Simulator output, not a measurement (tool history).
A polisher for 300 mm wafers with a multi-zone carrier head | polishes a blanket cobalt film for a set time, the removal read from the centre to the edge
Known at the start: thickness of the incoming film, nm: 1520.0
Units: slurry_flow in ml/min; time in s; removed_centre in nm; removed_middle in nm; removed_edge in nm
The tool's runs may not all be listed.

run 1 hour=0 | slurry_flow=195 centre_zone=1 middle_zone=1 edge_zone=1 time=68 | removed_centre=165.41 removed_middle=163.16 removed_edge=170.82
run 2 hour=6.6 | slurry_flow=195 centre_zone=1.04 middle_zone=1 edge_zone=1 time=68 | removed_centre=170.96 removed_middle=160.45 removed_edge=169.01
run 3 hour=9.5 | slurry_flow=195 centre_zone=0.96 middle_zone=1 edge_zone=1 time=68 | removed_centre=159.44 removed_middle=163.81 removed_edge=167
run 4 hour=14.6 | slurry_flow=195 centre_zone=0.96 middle_zone=0.92 edge_zone=1 time=68 | removed_centre=157.35 removed_middle=155.23 removed_edge=173.9
run 5 hour=21.5 | slurry_flow=205 centre_zone=0.98 middle_zone=0.93 edge_zone=1.02 time=69 | removed_centre=163.95 removed_middle=159.53 removed_edge=174.49
run 6 hour=26.8 | slurry_flow=205 centre_zone=0.99 middle_zone=0.93 edge_zone=1.02 time=71 | removed_centre=172.88 removed_middle=162.74 removed_edge=181.5
run 7 hour=28.1 | slurry_flow=210 centre_zone=0.99 middle_zone=0.93 edge_zone=1.03 time=72 | removed_centre=171.37 removed_middle=164.22 removed_edge=183.37
run 8 hour=35.6 | slurry_flow=210 centre_zone=1 middle_zone=0.93 edge_zone=1.03 time=73 | removed_centre=183.64 removed_middle=168.48 removed_edge=187.09

Forecast run 9:
run 9 hour=40.4 | slurry_flow=215 centre_zone=1 middle_zone=0.93 edge_zone=1.04 time=74 | removed_centre=? removed_middle=? removed_edge=?

removed_centre: 178.77 nm
removed_middle: 172.43 nm
removed_edge: 189.01 nm
